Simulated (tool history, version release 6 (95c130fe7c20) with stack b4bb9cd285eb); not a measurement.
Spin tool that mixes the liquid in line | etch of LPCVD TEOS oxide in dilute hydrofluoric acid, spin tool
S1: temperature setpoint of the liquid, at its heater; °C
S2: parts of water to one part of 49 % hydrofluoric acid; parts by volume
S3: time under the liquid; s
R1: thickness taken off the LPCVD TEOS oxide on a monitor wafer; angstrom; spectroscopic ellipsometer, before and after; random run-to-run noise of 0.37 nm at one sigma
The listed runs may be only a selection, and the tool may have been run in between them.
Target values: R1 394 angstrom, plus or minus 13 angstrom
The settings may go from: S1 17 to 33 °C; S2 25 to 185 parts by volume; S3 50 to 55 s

run,day,S1,S2,S3,R1
1,0,25,105,50,256.21
2,0.354,26,105,50,268.7
3,0.592,26,105,50,271.76
4,0.888,26,105,55,296.7
5,1.212,27,105,55,313.44
6,1.475,24,105,55,275.84
7,1.783,25,105,55,286.59
8,1.867,26,105,55,297.33
9,2.025,27,105,55,306.03
10,2.3,27.5,105,55,313.17

Of the 4 settings listed for the next run, only one would bring every result within its allowed miss of target. Which one?
A,2.575,25.5,80,55,?
B,2.575,27,85,50,?
C,2.575,26.5,80,55,?
D,2.575,26.5,90,55,?

move,R1
A,400.47
B,361.07
C,416.62
D,365.42
A: each result inside its tolerance
B: an improvement on the last run, though not all results are within tolerance
C: carries the result that was furthest off beyond its target, to the other side
D: an improvement on the last run, though not all results are within tolerance
The move that meets every target is A.
